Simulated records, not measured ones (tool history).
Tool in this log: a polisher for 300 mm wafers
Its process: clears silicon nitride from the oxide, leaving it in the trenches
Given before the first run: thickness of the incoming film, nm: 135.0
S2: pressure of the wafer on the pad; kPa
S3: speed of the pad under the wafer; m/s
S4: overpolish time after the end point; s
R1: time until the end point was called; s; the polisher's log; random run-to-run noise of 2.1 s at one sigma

Run 1, hour 0: flow of slurry (ml/min) 235, S2 14.5 kPa, S3 1.2 m/s, S4 9 s. Result: R1 171.77 s.
Run 2, hour 8.3: flow of slurry (ml/min) 215, S2 14.5 kPa, S3 1.2 m/s, S4 9 s. Result: R1 175.03 s.
Run 3, hour 10.3: flow of slurry (ml/min) 215, S2 17.2 kPa, S3 1.2 m/s, S4 9 s. Result: R1 145.59 s.
Run 4, hour 15.2: flow of slurry (ml/min) 190, S2 17.2 kPa, S3 1.2 m/s, S4 9 s. Result: R1 148.92 s.
Run 5, hour 21.2: flow of slurry (ml/min) 190, S2 17.2 kPa, S3 1.06 m/s, S4 9 s. Result: R1 170.09 s.
Run 6, hour 23.9: flow of slurry (ml/min) 190, S2 19.3 kPa, S3 1.06 m/s, S4 9 s. Result: R1 154.86 s.
Run 7, hour 30.3: flow of slurry (ml/min) 190, S2 20 kPa, S3 1.12 m/s, S4 9 s. Result: R1 135.82 s.

For run 8, what comes out?
Run 8, hour 38.9: flow of slurry (ml/min) 190, S2 20.7 kPa, S3 1.14 m/s, S4 9 s. Result: R1 ?.

Run 8 produced R1 132.82 s.

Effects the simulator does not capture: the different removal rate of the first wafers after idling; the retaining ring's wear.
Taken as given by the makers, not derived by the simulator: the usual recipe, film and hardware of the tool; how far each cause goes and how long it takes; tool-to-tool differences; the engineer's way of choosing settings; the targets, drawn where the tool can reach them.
